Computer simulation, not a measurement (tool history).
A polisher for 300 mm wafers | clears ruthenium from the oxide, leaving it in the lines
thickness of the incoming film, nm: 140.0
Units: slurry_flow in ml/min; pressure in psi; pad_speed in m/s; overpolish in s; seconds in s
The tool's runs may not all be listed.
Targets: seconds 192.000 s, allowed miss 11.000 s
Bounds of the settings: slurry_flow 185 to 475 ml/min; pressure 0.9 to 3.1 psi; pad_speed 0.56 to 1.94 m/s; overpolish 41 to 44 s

Run 1, hour 0.0: slurry_flow 305 ml/min, pressure 2.0 psi, pad_speed 1.24 m/s, overpolish 41 s. Result: seconds 82.969 s.
Run 2, hour 7.1: slurry_flow 305 ml/min, pressure 1.8 psi, pad_speed 1.18 m/s, overpolish 41 s. Result: seconds 98.382 s.
Run 3, hour 11.3: slurry_flow 305 ml/min, pressure 1.7 psi, pad_speed 1.14 m/s, overpolish 41 s. Result: seconds 105.190 s.
Run 4, hour 12.6: slurry_flow 230 ml/min, pressure 1.7 psi, pad_speed 1.14 m/s, overpolish 41 s. Result: seconds 108.160 s.
Run 5, hour 18.6: slurry_flow 230 ml/min, pressure 1.7 psi, pad_speed 1.32 m/s, overpolish 41 s. Result: seconds 98.302 s.
Run 6, hour 24.4: slurry_flow 225 ml/min, pressure 1.6 psi, pad_speed 1.26 m/s, overpolish 41 s. Result: seconds 107.650 s.
Run 7, hour 32.7: slurry_flow 225 ml/min, pressure 1.5 psi, pad_speed 1.22 m/s, overpolish 41 s. Result: seconds 121.060 s.
Run 8, hour 34.5: slurry_flow 225 ml/min, pressure 1.4 psi, pad_speed 1.20 m/s, overpolish 41 s. Result: seconds 130.040 s.
Run 9, hour 42.2: slurry_flow 225 ml/min, pressure 1.3 psi, pad_speed 1.18 m/s, overpolish 41 s. Result: seconds 138.810 s.
Run 10, hour 45.3: slurry_flow 225 ml/min, pressure 1.2 psi, pad_speed 1.16 m/s, overpolish 41 s. Result: seconds 155.510 s.

5 next moves are on the table. One of them brings every result within its allowed miss. Which?
Run A, hour 48.4: slurry_flow 185 ml/min, pressure 0.9 psi, pad_speed 1.08 m/s, overpolish 41 s. Result: seconds ?.
Run B, hour 48.4: slurry_flow 235 ml/min, pressure 0.9 psi, pad_speed 1.02 m/s, overpolish 44 s. Result: seconds ?.
Run C, hour 48.4: slurry_flow 225 ml/min, pressure 0.9 psi, pad_speed 1.24 m/s, overpolish 44 s. Result: seconds ?.
Run D, hour 48.4: slurry_flow 190 ml/min, pressure 1.4 psi, pad_speed 1.18 m/s, overpolish 41 s. Result: seconds ?.
Run E, hour 48.4: slurry_flow 185 ml/min, pressure 0.9 psi, pad_speed 1.10 m/s, overpolish 41 s. Result: seconds ?.

move  seconds
   A  225.340
   B  229.480
   C  191.120
   D  135.460
   E  221.390
A: takes the result that was furthest off past its target
B: takes the result that was furthest off past its target
C: meets every target
D: further off than the last run
E: takes the result that was furthest off past its target
The right move is C.
